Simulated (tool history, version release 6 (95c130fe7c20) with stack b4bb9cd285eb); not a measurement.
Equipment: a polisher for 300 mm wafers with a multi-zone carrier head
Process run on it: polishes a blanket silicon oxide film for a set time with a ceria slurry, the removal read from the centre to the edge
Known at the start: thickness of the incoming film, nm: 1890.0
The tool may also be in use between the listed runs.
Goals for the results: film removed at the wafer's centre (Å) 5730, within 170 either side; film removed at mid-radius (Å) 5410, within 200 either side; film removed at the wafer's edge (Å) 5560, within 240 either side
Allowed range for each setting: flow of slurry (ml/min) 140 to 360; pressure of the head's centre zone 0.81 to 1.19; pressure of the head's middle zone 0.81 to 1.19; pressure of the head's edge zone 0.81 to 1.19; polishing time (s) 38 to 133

run,hour,flow of slurry (ml/min),pressure of the head's centre zone,pressure of the head's middle zone,pressure of the head's edge zone,polishing time (s),film removed at the wafer's centre (Å),film removed at mid-radius (Å),film removed at the wafer's edge (Å)
1,0,230,1,1,1,85,4673.9,4523.3,4626.7
2,8.8,230,1,1.05,1,85,4606.8,4577.7,4589.8
3,13.4,260,1,1.05,1,85,4755.6,4697.3,4618.9
4,21.5,260,1.04,1.05,1,85,4926.3,4701.9,4731.2
5,24.2,270,1.06,1.08,1.04,87,5019.9,4940.6,4913.9
6,31.6,270,1,1.08,1.04,87,4800,4851.2,4818.1
7,39,275,1.04,1.08,1.06,89,5125.3,5120.5,5036.7
8,47,280,1.07,1.07,1.09,90,5301.9,5072.9,5061
9,51.8,275,1.07,1.06,1.11,93,5463.3,5349.3,5447.6
10,59.6,280,1.08,1.06,1.11,93,5596.4,5275.4,5293.6
11,67.4,280,1.08,1.06,1.11,93,5601,5199.2,5392.7

4 candidate next runs follow, results not yet known. Just one meets every target within its allowed miss. Identify it.
A,75.2,225,0.91,0.84,1.19,104,?,?,?
B,75.2,155,1.11,1.09,1.09,104,?,?,?
C,75.2,240,0.91,1.07,1.19,104,?,?,?
D,75.2,285,1.16,0.97,1.05,90,?,?,?

move,film removed at the wafer's centre (Å),film removed at mid-radius (Å),film removed at the wafer's edge (Å)
A,5144.3,5084.6,6230.8
B,5698.9,5431.6,5662.8
C,5200.1,5800.8,6259.9
D,5707.6,4860.7,5165.2
A: further off than the last run
B: all results in spec
C: pushes the last run's worst result past its target
D: further off than the last run
The move that meets every target is B.
